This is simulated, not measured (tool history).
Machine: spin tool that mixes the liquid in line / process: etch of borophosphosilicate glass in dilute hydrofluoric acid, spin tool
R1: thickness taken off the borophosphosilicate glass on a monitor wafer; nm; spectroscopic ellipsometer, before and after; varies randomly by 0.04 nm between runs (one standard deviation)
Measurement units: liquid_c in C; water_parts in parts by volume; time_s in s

run 1 hour=0 | liquid_c=21 water_parts=110 time_s=15 | R1=4.2779
run 2 hour=4.5 | liquid_c=23.5 water_parts=110 time_s=15 | R1=4.6363
run 3 hour=9.9 | liquid_c=25 water_parts=105 time_s=15 | R1=5.2571
run 4 hour=18.2 | liquid_c=26 water_parts=105 time_s=15 | R1=5.4435
run 5 hour=25.7 | liquid_c=26 water_parts=80 time_s=15 | R1=7.391
run 6 hour=34.7 | liquid_c=26 water_parts=80 time_s=15 | R1=7.3771
run 7 hour=38.4 | liquid_c=26 water_parts=80 time_s=15 | R1=7.385
run 8 hour=42.2 | liquid_c=24.5 water_parts=80 time_s=15 | R1=6.9681
run 9 hour=44.1 | liquid_c=23.5 water_parts=80 time_s=15 | R1=6.7773

The next listed run, before its measurement:
run 10 hour=46.9 | liquid_c=20.5 water_parts=80 time_s=15 | R1=?

R1: 5.9051 nm
